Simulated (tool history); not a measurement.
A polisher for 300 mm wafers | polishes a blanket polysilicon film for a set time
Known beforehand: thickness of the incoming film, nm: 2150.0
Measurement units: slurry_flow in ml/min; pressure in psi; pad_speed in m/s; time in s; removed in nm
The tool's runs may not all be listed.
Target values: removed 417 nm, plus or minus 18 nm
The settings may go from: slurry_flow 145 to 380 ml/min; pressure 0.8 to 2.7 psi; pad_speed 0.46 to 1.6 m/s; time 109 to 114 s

run  hour  slurry_flow  pressure  pad_speed  time  removed
  1     0          245       1.7       1.02   109    538.2
  2   5.7          245       1.7       1.16   109   586.69
  3  14.4          245       1.5       1.16   109   521.71
  4  19.7          245       1.5       1.16   109   517.94
  5  26.9          245       1.7       1.16   109   590.04
  6  31.8          245       1.5       1.16   109   506.81
  7  33.4          245       1.4       1.16   109   491.98
  8  40.6          245       1.4       1.16   109   477.51
  9  47.1          245       1.3       1.16   109    455.5

Which of these 5 next moves meets every target?
  A  53.6          245       1.2       1.14   112        ?
  B  53.6          205       1.2       1.06   109        ?
  C  53.6          325       1.1       1.46   112        ?
  D  53.6          145       1.2        1.1   112        ?
  E  53.6          270       1.2       1.52   110        ?

move  removed
   A   420.95
   B    379.8
   C   479.44
   D   375.96
   E   518.45
A: all results in spec
B: moves the result that the last run missed by most past its target, out the other side
C: moves away from the targets compared with the last run
D: moves the result that the last run missed by most past its target, out the other side
E: moves away from the targets compared with the last run
The move that meets every target is A.
